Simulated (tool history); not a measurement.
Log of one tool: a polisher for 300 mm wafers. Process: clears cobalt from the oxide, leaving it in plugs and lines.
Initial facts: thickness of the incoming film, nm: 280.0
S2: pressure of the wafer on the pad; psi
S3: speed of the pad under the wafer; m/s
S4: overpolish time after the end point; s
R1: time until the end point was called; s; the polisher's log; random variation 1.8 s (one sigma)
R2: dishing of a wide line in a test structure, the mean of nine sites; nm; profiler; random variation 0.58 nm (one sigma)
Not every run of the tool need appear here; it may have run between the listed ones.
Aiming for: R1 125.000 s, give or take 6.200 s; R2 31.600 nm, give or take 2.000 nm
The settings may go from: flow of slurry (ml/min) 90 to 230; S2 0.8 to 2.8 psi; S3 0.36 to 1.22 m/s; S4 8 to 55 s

run 1 day=0.000 | flow_of_slurry_(ml/min)=150 S2=1.8 S3=0.78 S4=28 | R1=64.244 R2=67.346
run 2 day=0.104 | flow_of_slurry_(ml/min)=150 S2=1.7 S3=0.76 S4=26 | R1=68.091 R2=63.086
run 3 day=0.258 | flow_of_slurry_(ml/min)=120 S2=1.7 S3=0.76 S4=26 | R1=70.440 R2=60.924
run 4 day=0.454 | flow_of_slurry_(ml/min)=120 S2=1.7 S3=0.86 S4=26 | R1=64.805 R2=66.479
run 5 day=0.504 | flow_of_slurry_(ml/min)=100 S2=1.7 S3=0.86 S4=26 | R1=64.809 R2=64.227
run 6 day=0.629 | flow_of_slurry_(ml/min)=100 S2=1.6 S3=0.82 S4=24 | R1=75.031 R2=56.039
run 7 day=0.946 | flow_of_slurry_(ml/min)=100 S2=1.5 S3=0.82 S4=23 | R1=78.878 R2=53.405
run 8 day=1.238 | flow_of_slurry_(ml/min)=100 S2=1.4 S3=0.80 S4=22 | R1=86.672 R2=50.376
run 9 day=1.575 | flow_of_slurry_(ml/min)=100 S2=1.4 S3=0.80 S4=20 | R1=85.414 R2=45.964
run 10 day=1.942 | flow_of_slurry_(ml/min)=100 S2=1.3 S3=0.80 S4=19 | R1=90.546 R2=42.265
run 11 day=2.133 | flow_of_slurry_(ml/min)=100 S2=1.2 S3=0.80 S4=19 | R1=99.822 R2=40.263
run 12 day=2.254 | flow_of_slurry_(ml/min)=100 S2=1.0 S3=0.80 S4=17 | R1=118.050 R2=31.562
run 13 day=2.438 | flow_of_slurry_(ml/min)=100 S2=1.0 S3=0.80 S4=17 | R1=118.410 R2=32.140
run 14 day=2.583 | flow_of_slurry_(ml/min)=100 S2=1.0 S3=0.80 S4=18 | R1=117.870 R2=33.278

Which of these 5 next moves meets every target?
run A day=2.729 | flow_of_slurry_(ml/min)=95 S2=1.0 S3=0.76 S4=21 | R1=? R2=?
run B day=2.729 | flow_of_slurry_(ml/min)=115 S2=0.9 S3=0.94 S4=19 | R1=? R2=?
run C day=2.729 | flow_of_slurry_(ml/min)=90 S2=0.9 S3=0.86 S4=18 | R1=? R2=?
run D day=2.729 | flow_of_slurry_(ml/min)=90 S2=0.9 S3=0.78 S4=25 | R1=? R2=?
run E day=2.729 | flow_of_slurry_(ml/min)=100 S2=0.8 S3=0.82 S4=26 | R1=? R2=?

move=A R1=124.340 R2=34.782
move=B R1=107.140 R2=36.132
move=C R1=123.400 R2=30.857
move=D R1=135.670 R2=37.301
move=E R1=140.830 R2=37.381
A: brings the result that was furthest off to its target, and leaves another outside
B: its largest miss is bigger than the last run's
C: each result inside its tolerance
D: takes the result that was furthest off past its target
E: takes the result that was furthest off past its target
So the answer is move C, the one that meets all the targets.
